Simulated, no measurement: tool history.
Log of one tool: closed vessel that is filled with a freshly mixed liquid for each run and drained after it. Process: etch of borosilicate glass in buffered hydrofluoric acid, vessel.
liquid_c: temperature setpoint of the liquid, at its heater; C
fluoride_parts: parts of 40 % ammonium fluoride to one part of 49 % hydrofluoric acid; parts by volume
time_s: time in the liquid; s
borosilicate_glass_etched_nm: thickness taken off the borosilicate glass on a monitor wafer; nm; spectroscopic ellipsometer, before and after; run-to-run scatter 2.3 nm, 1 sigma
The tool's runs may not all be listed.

run,day,liquid_c,fluoride_parts,time_s,borosilicate_glass_etched_nm
1,0,25,9,95,145.6
2,0.288,25,10.5,95,131.84
3,0.621,26,9.5,95,151.89
4,0.875,27,9,95,167.03
5,0.95,28,8.5,95,183.97
6,1.171,30.5,8.5,95,209.83

Predict the results of run 7:
7,1.346,30.5,8,95,?

{"run 7": {"borosilicate_glass_etched_nm": 223.65}}
